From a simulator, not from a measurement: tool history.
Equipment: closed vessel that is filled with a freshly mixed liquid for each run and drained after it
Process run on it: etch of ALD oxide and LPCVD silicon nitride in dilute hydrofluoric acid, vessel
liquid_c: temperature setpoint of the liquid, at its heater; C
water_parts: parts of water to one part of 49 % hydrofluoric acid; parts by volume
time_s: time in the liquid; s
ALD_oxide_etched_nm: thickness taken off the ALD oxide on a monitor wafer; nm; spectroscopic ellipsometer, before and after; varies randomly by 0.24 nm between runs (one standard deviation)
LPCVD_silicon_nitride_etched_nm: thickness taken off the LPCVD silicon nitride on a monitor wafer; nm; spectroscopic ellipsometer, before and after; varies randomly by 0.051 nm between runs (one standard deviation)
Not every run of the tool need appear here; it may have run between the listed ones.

run	hour	liquid_c	water_parts	time_s	ALD_oxide_etched_nm	LPCVD_silicon_nitride_etched_nm
1	0.0	22.0	90	60	19.451	0.33841
2	8.5	23.0	90	60	20.305	0.35360
3	12.6	24.0	90	60	21.125	0.36417
4	14.0	25.0	90	60	21.483	0.43717
5	22.4	25.0	85	60	23.042	0.46143
6	26.1	25.0	85	85	33.255	0.62833
7	31.4	24.0	85	85	31.187	0.53134
8	40.2	23.5	85	85	31.037	0.54311
# hour 46.6: hydrofluoric acid flow meter replaced
9	46.6	23.0	85	85	28.855	0.53257
10	51.0	22.5	85	85	27.954	0.51585
11	59.2	22.0	85	85	27.693	0.50850

Expected results for the next run?
12	65.0	21.5	85	85	?	?

{"run 12": {"ALD_oxide_etched_nm": 26.802, "LPCVD_silicon_nitride_etched_nm": 0.41658}}

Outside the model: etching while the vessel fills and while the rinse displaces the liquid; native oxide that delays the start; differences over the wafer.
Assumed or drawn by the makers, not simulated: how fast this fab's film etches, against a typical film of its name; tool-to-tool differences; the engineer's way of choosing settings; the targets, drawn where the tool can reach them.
